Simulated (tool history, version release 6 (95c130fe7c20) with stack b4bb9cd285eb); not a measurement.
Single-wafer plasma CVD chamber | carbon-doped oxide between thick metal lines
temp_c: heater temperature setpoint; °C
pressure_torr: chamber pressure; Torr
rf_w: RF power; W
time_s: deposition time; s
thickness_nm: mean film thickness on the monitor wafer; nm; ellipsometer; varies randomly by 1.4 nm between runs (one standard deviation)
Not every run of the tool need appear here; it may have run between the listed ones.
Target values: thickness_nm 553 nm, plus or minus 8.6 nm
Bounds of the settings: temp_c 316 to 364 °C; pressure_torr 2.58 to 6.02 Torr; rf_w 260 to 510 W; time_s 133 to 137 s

run  hour  temp_c  pressure_torr  rf_w  time_s  thickness_nm
  1     0     340            4.3   385     133        640.03
  2   6.7     340            4.3   410     133        677.66
  3  11.6     342           4.13   405     133        667.04
  4  14.6     342           4.13   405     137        679.32
  5  15.7     344           3.97   400     137        669.08
  6  16.9     344            3.5   400     137        659.01
  7  23.8     345            3.4   395     137        646.56
  8  28.5     346            3.3   390     137        630.46

Pick the move, out of 5, that brings all results within their allowed miss; only one does.
  A  33.2     355           3.37   375     133             ?
  B  33.2     348           3.07   330     133             ?
  C  33.2     354              3   390     133             ?
  D  33.2     353           2.98   350     133             ?
  E  33.2     350           3.78   350     133             ?

move  thickness_nm
   A        577.04
   B        511.01
   C        593.71
   D        534.07
   E        553.76
A: an improvement on the last run, though not all results are within tolerance
B: carries the result that was furthest off beyond its target, to the other side
C: an improvement on the last run, though not all results are within tolerance
D: carries the result that was furthest off beyond its target, to the other side
E: every result within its allowed miss
Move E is the one to make.
